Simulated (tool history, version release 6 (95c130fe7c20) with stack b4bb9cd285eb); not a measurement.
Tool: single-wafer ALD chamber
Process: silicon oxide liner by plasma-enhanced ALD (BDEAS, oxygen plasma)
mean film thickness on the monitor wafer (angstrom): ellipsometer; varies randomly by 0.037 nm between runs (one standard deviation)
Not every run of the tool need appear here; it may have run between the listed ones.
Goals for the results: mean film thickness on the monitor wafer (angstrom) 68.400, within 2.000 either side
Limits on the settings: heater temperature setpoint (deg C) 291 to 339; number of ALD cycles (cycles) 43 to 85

| run | hour | heater temperature setpoint (deg C) | number of ALD cycles (cycles) | mean film thickness on the monitor wafer (angstrom) |
|---|---|---|---|---|
| 1 | 0.0 | 315 | 64 | 60.265 |
| 2 | 1.2 | 315 | 66 | 62.559 |
| 3 | 3.2 | 315 | 60 | 56.897 |
| 4 | 3.9 | 315 | 54 | 50.808 |
| 5 | 10.5 | 314 | 59 | 55.455 |
|  | 12.8 | thermocouple changed; heater temperature recalibrated |
| 6 | 12.8 | 314 | 55 | 51.771 |
| 7 | 16.6 | 314 | 60 | 56.419 |
| 8 | 21.6 | 314 | 63 | 59.291 |
| 9 | 26.9 | 314 | 66 | 61.974 |
| 10 | 29.7 | 314 | 66 | 62.205 |
| 11 | 38.2 | 314 | 68 | 64.344 |

Which one of the following 5 next-run settings gets every result inside its allowed miss? There is exactly one.
| A | 46.7 | 308 | 64 | ? |
| B | 46.7 | 322 | 63 | ? |
| C | 46.7 | 306 | 68 | ? |
| D | 46.7 | 312 | 67 | ? |
| E | 46.7 | 312 | 73 | ? |

| move | mean film thickness on the monitor wafer (angstrom) |
|---|---|
| A | 61.006 |
| B | 58.881 |
| C | 65.000 |
| D | 63.510 |
| E | 69.197 |
A: moves away from the targets compared with the last run
B: moves away from the targets compared with the last run
C: gains on the last run, yet a result remains outside its allowed miss
D: moves away from the targets compared with the last run
E: all results land within tolerance of their targets
Go with E: it meets all targets.
